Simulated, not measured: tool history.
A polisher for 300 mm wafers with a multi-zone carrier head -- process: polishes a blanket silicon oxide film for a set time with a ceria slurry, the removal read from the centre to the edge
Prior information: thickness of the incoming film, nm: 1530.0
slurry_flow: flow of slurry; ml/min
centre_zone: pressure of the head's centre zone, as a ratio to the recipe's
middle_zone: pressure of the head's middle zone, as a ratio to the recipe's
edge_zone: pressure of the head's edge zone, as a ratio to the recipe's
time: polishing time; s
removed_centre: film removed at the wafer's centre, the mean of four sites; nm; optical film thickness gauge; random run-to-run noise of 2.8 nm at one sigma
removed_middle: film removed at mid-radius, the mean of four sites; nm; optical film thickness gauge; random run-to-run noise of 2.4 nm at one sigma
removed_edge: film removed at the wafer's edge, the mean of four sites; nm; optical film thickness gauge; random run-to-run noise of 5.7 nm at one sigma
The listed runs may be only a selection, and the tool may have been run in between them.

run 1 day=0.000 | slurry_flow=160 centre_zone=1.00 middle_zone=1.00 edge_zone=1.00 time=72 | removed_centre=316.59 removed_middle=310.10 removed_edge=319.33
run 2 day=0.096 | slurry_flow=175 centre_zone=1.03 middle_zone=1.00 edge_zone=1.05 time=74 | removed_centre=335.08 removed_middle=318.06 removed_edge=335.80
run 3 day=0.158 | slurry_flow=175 centre_zone=1.03 middle_zone=1.00 edge_zone=1.10 time=74 | removed_centre=332.41 removed_middle=318.88 removed_edge=329.50
run 4 day=0.279 | slurry_flow=195 centre_zone=1.03 middle_zone=1.00 edge_zone=1.10 time=74 | removed_centre=344.64 removed_middle=327.93 removed_edge=349.46
run 5 day=0.604 | slurry_flow=195 centre_zone=1.03 middle_zone=1.00 edge_zone=1.03 time=74 | removed_centre=339.94 removed_middle=327.04 removed_edge=330.09
run 6 day=0.650 | slurry_flow=190 centre_zone=1.05 middle_zone=0.99 edge_zone=1.06 time=77 | removed_centre=356.83 removed_middle=336.98 removed_edge=346.17
run 7 day=0.892 | slurry_flow=195 centre_zone=1.07 middle_zone=0.96 edge_zone=1.09 time=80 | removed_centre=384.41 removed_middle=343.56 removed_edge=371.24
run 8 day=0.979 | slurry_flow=205 centre_zone=1.08 middle_zone=0.95 edge_zone=1.11 time=81 | removed_centre=397.51 removed_middle=346.81 removed_edge=372.19

Run 9 is up next; what results do you expect?
run 9 day=1.046 | slurry_flow=210 centre_zone=1.08 middle_zone=0.94 edge_zone=1.13 time=82 | removed_centre=? removed_middle=? removed_edge=?

removed_centre: 402.65 nm
removed_middle: 351.88 nm
removed_edge: 386.21 nm

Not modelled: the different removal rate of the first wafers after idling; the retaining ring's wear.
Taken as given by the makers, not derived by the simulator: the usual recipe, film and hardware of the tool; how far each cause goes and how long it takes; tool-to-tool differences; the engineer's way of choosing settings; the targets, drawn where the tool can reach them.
